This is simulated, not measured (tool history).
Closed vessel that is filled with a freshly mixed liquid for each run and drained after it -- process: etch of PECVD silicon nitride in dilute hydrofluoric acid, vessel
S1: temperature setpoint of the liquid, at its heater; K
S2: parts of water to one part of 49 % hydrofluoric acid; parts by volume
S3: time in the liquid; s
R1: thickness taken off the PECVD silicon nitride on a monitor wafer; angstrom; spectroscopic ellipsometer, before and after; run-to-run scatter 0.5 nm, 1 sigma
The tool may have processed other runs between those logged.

run	hour	S1	S2	S3	R1
1	0.0	297.15	90	2095	932.20
2	8.3	297.15	70	2095	1203.00
3	13.5	295.15	80	2095	912.25
4	21.3	295.15	110	2095	670.38
5	26.5	295.15	110	2095	672.14
6	32.5	294.15	110	2095	632.17
7	35.2	293.15	110	2095	595.48

What does the tool deliver on the next run?
8	36.8	291.15	110	2095	?

Logged for run 8: R1 517.77 angstrom.
